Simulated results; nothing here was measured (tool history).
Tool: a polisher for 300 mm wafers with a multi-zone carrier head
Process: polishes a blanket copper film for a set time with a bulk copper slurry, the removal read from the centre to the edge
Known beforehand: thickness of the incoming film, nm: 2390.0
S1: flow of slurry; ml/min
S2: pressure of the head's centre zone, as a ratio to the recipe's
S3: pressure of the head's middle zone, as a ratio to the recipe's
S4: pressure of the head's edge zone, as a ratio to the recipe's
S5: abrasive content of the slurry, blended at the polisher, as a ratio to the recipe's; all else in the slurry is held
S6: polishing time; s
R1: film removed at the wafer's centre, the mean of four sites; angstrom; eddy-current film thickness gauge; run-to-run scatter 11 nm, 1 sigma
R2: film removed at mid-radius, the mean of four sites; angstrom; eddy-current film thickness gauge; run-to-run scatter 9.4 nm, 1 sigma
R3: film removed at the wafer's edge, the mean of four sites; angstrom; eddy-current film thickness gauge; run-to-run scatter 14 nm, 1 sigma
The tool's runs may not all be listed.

{"run": 1, "day": 0.0, "S1": 215, "S2": 1.0, "S3": 1.0, "S4": 1.0, "S5": 1.0, "S6": 54, "R1": 8831.8, "R2": 8530.9, "R3": 8559.2}
{"run": 2, "day": 0.35, "S1": 215, "S2": 1.0, "S3": 0.92, "S4": 1.0, "S5": 1.0, "S6": 54, "R1": 8748.7, "R2": 7911.3, "R3": 8751.7}
{"run": 3, "day": 0.662, "S1": 220, "S2": 0.99, "S3": 0.96, "S4": 1.03, "S5": 1.1, "S6": 56, "R1": 9147.2, "R2": 8662.6, "R3": 9339.2}
{"run": 4, "day": 0.862, "S1": 220, "S2": 0.99, "S3": 0.96, "S4": 1.03, "S5": 1.0, "S6": 56, "R1": 9025.7, "R2": 8574.5, "R3": 8944.1}
{"run": 5, "day": 0.975, "S1": 220, "S2": 0.99, "S3": 0.99, "S4": 1.03, "S5": 1.1, "S6": 58, "R1": 9522.5, "R2": 9328.0, "R3": 9707.2}
{"run": 6, "day": 1.125, "S1": 225, "S2": 1.0, "S3": 1.02, "S4": 1.05, "S5": 1.2, "S6": 59, "R1": 10028.0, "R2": 10072.0, "R3": 10163.0}
{"run": 7, "day": 1.354, "S1": 230, "S2": 1.01, "S3": 1.04, "S4": 1.07, "S5": 1.25, "S6": 60, "R1": 10363.0, "R2": 10377.0, "R3": 10264.0}
{"run": 8, "day": 1.504, "S1": 230, "S2": 1.0, "S3": 1.05, "S4": 1.07, "S5": 1.3, "S6": 61, "R1": 10593.0, "R2": 10788.0, "R3": 10932.0}
{"run": 9, "day": 1.696, "S1": 235, "S2": 1.0, "S3": 1.06, "S4": 1.08, "S5": 1.35, "S6": 62, "R1": 10746.0, "R2": 11338.0, "R3": 10992.0}
{"run": 10, "day": 1.879, "S1": 235, "S2": 1.0, "S3": 1.06, "S4": 1.09, "S5": 1.4, "S6": 63, "R1": 11063.0, "R2": 11499.0, "R3": 11388.0}
{"run": 11, "day": 2.221, "S1": 240, "S2": 1.0, "S3": 1.07, "S4": 1.1, "S5": 1.4, "S6": 63, "R1": 11041.0, "R2": 11660.0, "R3": 11438.0}
{"run": 12, "day": 2.429, "S1": 245, "S2": 1.0, "S3": 1.07, "S4": 1.11, "S5": 1.4, "S6": 63, "R1": 11155.0, "R2": 11612.0, "R3": 11723.0}

Run 13, settings as shown, results not yet in. Your forecast:
{"run": 13, "day": 2.658, "S1": 255, "S2": 1.0, "S3": 1.08, "S4": 1.11, "S5": 1.4, "S6": 63, "R1": "?", "R2": "?", "R3": "?"}

Run 13 produced R1 11243.0 angstrom, R2 11778.0 angstrom, R3 11421.0 angstrom.

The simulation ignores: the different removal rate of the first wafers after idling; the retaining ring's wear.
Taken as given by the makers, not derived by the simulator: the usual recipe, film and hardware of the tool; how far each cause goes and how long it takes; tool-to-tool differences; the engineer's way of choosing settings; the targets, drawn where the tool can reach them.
